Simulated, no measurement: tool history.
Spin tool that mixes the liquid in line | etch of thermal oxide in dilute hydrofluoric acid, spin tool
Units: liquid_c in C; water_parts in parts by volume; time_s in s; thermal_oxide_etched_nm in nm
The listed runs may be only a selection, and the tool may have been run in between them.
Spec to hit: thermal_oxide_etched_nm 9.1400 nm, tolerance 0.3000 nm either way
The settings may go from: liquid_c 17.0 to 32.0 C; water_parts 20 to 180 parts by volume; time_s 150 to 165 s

Run 1, hour 0.0: liquid_c 24.0 C, water_parts 100 parts by volume, time_s 150 s. Result: thermal_oxide_etched_nm 7.9407 nm.
Run 2, hour 0.9: liquid_c 24.0 C, water_parts 115 parts by volume, time_s 150 s. Result: thermal_oxide_etched_nm 6.7331 nm.
Run 3, hour 7.1: liquid_c 24.0 C, water_parts 135 parts by volume, time_s 150 s. Result: thermal_oxide_etched_nm 5.7095 nm.
Run 4, hour 12.0: liquid_c 25.0 C, water_parts 130 parts by volume, time_s 150 s. Result: thermal_oxide_etched_nm 6.0724 nm.
Run 5, hour 15.4: liquid_c 25.5 C, water_parts 125 parts by volume, time_s 150 s. Result: thermal_oxide_etched_nm 6.5714 nm.
Run 6, hour 22.4: liquid_c 26.0 C, water_parts 125 parts by volume, time_s 150 s. Result: thermal_oxide_etched_nm 6.7279 nm.
Run 7, hour 27.5: liquid_c 26.5 C, water_parts 125 parts by volume, time_s 150 s. Result: thermal_oxide_etched_nm 6.8804 nm.
Run 8, hour 30.0: liquid_c 27.0 C, water_parts 125 parts by volume, time_s 150 s. Result: thermal_oxide_etched_nm 6.9211 nm.
Run 9, hour 35.0: liquid_c 27.5 C, water_parts 125 parts by volume, time_s 150 s. Result: thermal_oxide_etched_nm 7.1584 nm.
At hour 43.8: hydrofluoric acid flow meter replaced.
Run 10, hour 43.8: liquid_c 28.0 C, water_parts 125 parts by volume, time_s 150 s. Result: thermal_oxide_etched_nm 6.5484 nm.
Run 11, hour 44.5: liquid_c 28.0 C, water_parts 120 parts by volume, time_s 150 s. Result: thermal_oxide_etched_nm 6.8112 nm.
Run 12, hour 47.0: liquid_c 28.0 C, water_parts 115 parts by volume, time_s 150 s. Result: thermal_oxide_etched_nm 7.2877 nm.
Run 13, hour 48.6: liquid_c 28.0 C, water_parts 110 parts by volume, time_s 150 s. Result: thermal_oxide_etched_nm 7.6211 nm.
Run 14, hour 53.6: liquid_c 28.0 C, water_parts 105 parts by volume, time_s 150 s. Result: thermal_oxide_etched_nm 8.0551 nm.
Run 15, hour 57.5: liquid_c 28.5 C, water_parts 105 parts by volume, time_s 150 s. Result: thermal_oxide_etched_nm 8.1697 nm.

Which single option among these 4 for the next run brings every result within its allowed miss of target? Just one does.
Run A, hour 61.4: liquid_c 26.0 C, water_parts 95 parts by volume, time_s 165 s. Result: thermal_oxide_etched_nm ?.
Run B, hour 61.4: liquid_c 32.0 C, water_parts 125 parts by volume, time_s 165 s. Result: thermal_oxide_etched_nm ?.
Run C, hour 61.4: liquid_c 29.0 C, water_parts 95 parts by volume, time_s 160 s. Result: thermal_oxide_etched_nm ?.
Run D, hour 61.4: liquid_c 25.0 C, water_parts 80 parts by volume, time_s 155 s. Result: thermal_oxide_etched_nm ?.

move  thermal_oxide_etched_nm
   A                   9.0948
   B                   8.3113
   C                   9.8998
   D                   9.9448
A: all results in spec
B: better than the last run, though not everything is in spec
C: the result that was furthest off in the last run now lies on the other side of its target
D: the result that was furthest off in the last run now lies on the other side of its target
The move that meets every target is A.
